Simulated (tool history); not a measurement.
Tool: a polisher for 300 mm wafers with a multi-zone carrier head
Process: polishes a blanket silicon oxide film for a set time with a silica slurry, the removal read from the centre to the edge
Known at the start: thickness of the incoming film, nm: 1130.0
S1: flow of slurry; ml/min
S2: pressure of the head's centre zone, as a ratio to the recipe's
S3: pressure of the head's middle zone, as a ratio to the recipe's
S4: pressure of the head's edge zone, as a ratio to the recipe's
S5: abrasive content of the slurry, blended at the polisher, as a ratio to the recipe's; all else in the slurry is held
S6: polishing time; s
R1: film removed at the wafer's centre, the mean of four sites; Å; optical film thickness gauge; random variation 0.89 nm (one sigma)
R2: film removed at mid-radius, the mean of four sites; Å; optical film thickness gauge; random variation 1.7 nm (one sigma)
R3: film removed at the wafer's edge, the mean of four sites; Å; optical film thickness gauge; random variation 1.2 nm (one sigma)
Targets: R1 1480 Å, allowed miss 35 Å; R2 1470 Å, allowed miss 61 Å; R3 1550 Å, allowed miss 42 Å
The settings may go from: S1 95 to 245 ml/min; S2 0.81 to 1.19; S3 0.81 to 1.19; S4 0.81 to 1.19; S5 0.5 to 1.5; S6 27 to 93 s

| run | hour | S1 | S2 | S3 | S4 | S5 | S6 | R1 | R2 | R3 |
|---|---|---|---|---|---|---|---|---|---|---|
| 1 | 0 | 155 | 1 | 1 | 1 | 1 | 59 | 2919.7 | 2884.6 | 2898.7 |
| 2 | 1.2 | 145 | 0.97 | 0.97 | 0.96 | 0.85 | 54 | 2397 | 2301.5 | 2443.4 |
| 3 | 3 | 120 | 0.97 | 0.97 | 0.96 | 0.85 | 54 | 2281.7 | 2266.3 | 2344.5 |
| 4 | 9.6 | 120 | 0.97 | 0.97 | 0.96 | 1.05 | 54 | 2495.5 | 2400.6 | 2534 |
| 5 | 12.6 | 115 | 0.96 | 0.96 | 0.93 | 0.9 | 51 | 2145.9 | 2116.9 | 2197.4 |
| 6 | 19.1 | 115 | 0.96 | 1.03 | 0.93 | 0.9 | 51 | 2162.3 | 2293.7 | 2225.1 |
| 7 | 25.2 | 110 | 0.95 | 1 | 0.9 | 0.8 | 49 | 1937.4 | 2018.2 | 1996.5 |
| 8 | 28.5 | 110 | 0.94 | 0.98 | 0.88 | 0.7 | 48 | 1787.2 | 1871.9 | 1856.1 |
| 9 | 30.9 | 110 | 0.93 | 0.95 | 0.86 | 0.65 | 47 | 1661.2 | 1735.9 | 1736.9 |
| 10 | 35.8 | 110 | 0.93 | 0.92 | 0.85 | 0.6 | 47 | 1633.5 | 1593.2 | 1669.8 |
| 11 | 40.8 | 105 | 0.88 | 0.91 | 0.81 | 0.5 | 47 | 1408.9 | 1480 | 1515.7 |
| 12 | 46.1 | 105 | 0.88 | 0.91 | 0.81 | 0.5 | 47 | 1421.9 | 1489.8 | 1506.5 |
| 13 | 48.3 | 110 | 0.88 | 0.9 | 0.82 | 0.5 | 47 | 1436.8 | 1498.4 | 1543.6 |
| 14 | 49.3 | 110 | 0.88 | 0.89 | 0.82 | 0.5 | 47 | 1430.3 | 1467.3 | 1529.3 |

5 next moves are on the table. One of them brings every result within its allowed miss. Which?
| A | 50.3 | 110 | 0.93 | 0.92 | 0.89 | 0.5 | 46 | ? | ? | ? |
| B | 50.3 | 110 | 0.95 | 0.94 | 0.81 | 0.55 | 45 | ? | ? | ? |
| C | 50.3 | 120 | 0.83 | 0.89 | 0.86 | 0.5 | 46 | ? | ? | ? |
| D | 50.3 | 95 | 0.85 | 0.96 | 0.88 | 0.55 | 47 | ? | ? | ? |
| E | 50.3 | 115 | 0.87 | 0.91 | 0.82 | 0.5 | 46 | ? | ? | ? |

| move | R1 | R2 | R3 |
|---|---|---|---|
| A | 1479.7 | 1454.9 | 1562.9 |
| B | 1533.2 | 1502.1 | 1519.2 |
| C | 1357.6 | 1452.4 | 1566.4 |
| D | 1352.8 | 1520.8 | 1592.4 |
| E | 1404.5 | 1461.5 | 1520.5 |
A: meets every target
B: takes the result that was furthest off past its target
C: further off than the last run
D: further off than the last run
E: further off than the last run
Answer: A
